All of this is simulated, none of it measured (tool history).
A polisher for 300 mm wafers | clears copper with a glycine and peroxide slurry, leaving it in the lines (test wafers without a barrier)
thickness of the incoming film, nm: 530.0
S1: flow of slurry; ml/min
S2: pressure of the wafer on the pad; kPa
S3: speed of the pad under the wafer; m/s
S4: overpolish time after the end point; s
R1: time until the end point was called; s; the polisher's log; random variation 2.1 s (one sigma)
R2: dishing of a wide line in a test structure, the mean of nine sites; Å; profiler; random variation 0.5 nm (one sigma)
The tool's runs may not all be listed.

Run 1, day 0: S1 225 ml/min, S2 22.1 kPa, S3 1.06 m/s, S4 26 s. Result: R1 92.629 s, R2 633.22 Å.
Run 2, day 0.104: S1 225 ml/min, S2 26.9 kPa, S3 1.06 m/s, S4 26 s. Result: R1 79.674 s, R2 650.59 Å.
Run 3, day 0.292: S1 270 ml/min, S2 26.9 kPa, S3 1.06 m/s, S4 26 s. Result: R1 76.475 s, R2 642.72 Å.
Run 4, day 0.442: S1 280 ml/min, S2 26.2 kPa, S3 0.98 m/s, S4 23 s. Result: R1 85.585 s, R2 614.01 Å.
Run 5, day 0.721: S1 305 ml/min, S2 26.2 kPa, S3 0.98 m/s, S4 23 s. Result: R1 82.621 s, R2 607.5 Å.
Run 6, day 0.938: S1 310 ml/min, S2 24.1 kPa, S3 0.98 m/s, S4 21 s. Result: R1 89.604 s, R2 558.69 Å.
Run 7, day 1.25: S1 315 ml/min, S2 22.1 kPa, S3 1 m/s, S4 19 s. Result: R1 91.297 s, R2 538.16 Å.
Run 8, day 1.429: S1 320 ml/min, S2 20 kPa, S3 1 m/s, S4 17 s. Result: R1 101.04 s, R2 463.67 Å.
Run 9, day 1.592: S1 355 ml/min, S2 13.8 kPa, S3 1.3 m/s, S4 8 s. Result: R1 105.64 s, R2 278.81 Å.

Forecast run 10:
Run 10, day 1.888: S1 355 ml/min, S2 13.1 kPa, S3 1.3 m/s, S4 8 s. Result: R1 ?, R2 ?.

{"run 10": {"R1": 111.23, "R2": 272.13}}

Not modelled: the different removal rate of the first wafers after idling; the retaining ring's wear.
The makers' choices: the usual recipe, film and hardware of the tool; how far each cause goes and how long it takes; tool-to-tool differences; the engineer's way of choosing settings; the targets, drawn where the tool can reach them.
